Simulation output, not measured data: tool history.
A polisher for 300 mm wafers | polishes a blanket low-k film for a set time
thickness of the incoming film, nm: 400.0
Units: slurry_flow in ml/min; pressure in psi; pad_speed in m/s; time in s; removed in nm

| run | hour | slurry_flow | pressure | pad_speed | slurry_solids | time | removed |
|---|---|---|---|---|---|---|---|
| 1 | 0 | 180 | 2.3 | 1.14 | 1 | 60 | 22.664 |
| 2 | 2.9 | 180 | 2.5 | 1.14 | 1 | 60 | 24.292 |
| 3 | 6.8 | 180 | 2.5 | 1.14 | 1.1 | 60 | 25.381 |
| 4 | 9.8 | 135 | 2.5 | 1.14 | 1.1 | 60 | 24.617 |
| 5 | 10.8 | 135 | 2.5 | 1.14 | 1.1 | 63 | 25.939 |
| 6 | 14.1 | 180 | 2.5 | 1.14 | 1.1 | 63 | 26.677 |

The next listed run, before its measurement:
| 7 | 21.6 | 180 | 2.6 | 1.14 | 1.1 | 63 | ? |

Run 7 gave removed 27.174 nm.
